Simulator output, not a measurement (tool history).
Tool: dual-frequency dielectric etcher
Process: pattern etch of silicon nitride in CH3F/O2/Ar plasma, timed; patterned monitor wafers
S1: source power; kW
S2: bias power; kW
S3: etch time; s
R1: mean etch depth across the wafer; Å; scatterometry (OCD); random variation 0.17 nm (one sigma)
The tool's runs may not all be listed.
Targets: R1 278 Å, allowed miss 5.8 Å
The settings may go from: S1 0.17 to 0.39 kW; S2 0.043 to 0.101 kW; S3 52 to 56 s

run  hour    S1     S2    S3      R1
  1     0  0.28  0.072    56  346.85
  2   3.3  0.26  0.068  55.5  329.51
  3   7.3  0.26  0.068    56  330.33
  4   9.9  0.26  0.061    56   318.4
  5    18  0.24  0.059    56  307.86
  6  19.1  0.23  0.058    56  299.98
  7  20.7  0.22  0.057    56  294.96
  8  24.8  0.21  0.057    56  292.41
  9  25.7   0.2  0.057    56  286.11

4 next moves are on the table. One of them brings every result within its allowed miss. Which?
  A  26.6  0.22  0.065    53   ?
  B  26.6  0.22  0.059    56   ?
  C  26.6  0.19  0.058    55   ?
  D  26.6  0.27  0.051  53.5   ?

move      R1
   A   290.8
   B  297.95
   C  277.03
   D   292.3
A: further off than the last run
B: further off than the last run
C: meets every target
D: further off than the last run
The right move is C.
